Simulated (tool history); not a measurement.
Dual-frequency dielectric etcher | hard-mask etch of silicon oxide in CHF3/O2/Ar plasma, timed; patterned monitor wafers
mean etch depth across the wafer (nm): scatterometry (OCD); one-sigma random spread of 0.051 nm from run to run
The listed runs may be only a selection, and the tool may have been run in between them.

| run | hour | source power (W) | bias power (W) | etch time (s) | mean etch depth across the wafer (nm) |
|---|---|---|---|---|---|
| 1 | 0.0 | 810 | 226 | 10 | 24.191 |
| 2 | 6.1 | 760 | 220 | 10 | 23.406 |
| 3 | 10.4 | 720 | 215 | 10 | 22.861 |
| 4 | 13.4 | 690 | 211 | 10 | 22.264 |
| 5 | 17.3 | 670 | 209 | 10 | 22.057 |
| 6 | 21.5 | 800 | 209 | 10 | 23.628 |

Expected results for the next run?
| 7 | 24.1 | 760 | 205 | 10 | ? |

{"run 7": {"mean etch depth across the wafer (nm)": 23.053}}
